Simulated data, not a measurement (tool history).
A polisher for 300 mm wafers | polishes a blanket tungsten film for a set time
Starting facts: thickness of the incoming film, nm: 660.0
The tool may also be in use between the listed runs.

run,hour,flow of slurry (ml/min),pressure of the wafer on the pad (kPa),speed of the pad under the wafer (cm/s),abrasive content of the slurry,polishing time (s),film removed (angstrom)
1,0,255,20.7,102,1,28,1087.1
2,7.3,255,19.3,102,1,28,1019.7
3,15.1,255,17.9,102,1,28,953.22
4,17.1,255,17.2,102,1,28,931.14
5,22.8,255,16.5,102,1,28,885.27
6,24.2,255,16.5,116,1,28,959.88
7,32.8,255,15.9,116,1,28,952.17
8,34.4,255,15.2,116,1,28,896.75
# hour 39.3: head pressure recalibrated
9,39.3,255,15.2,116,1,28,869.83

For run 10, what comes out?
10,47.5,255,13.1,116,1,28,?

Run 10 gave film removed (angstrom) 755.12.
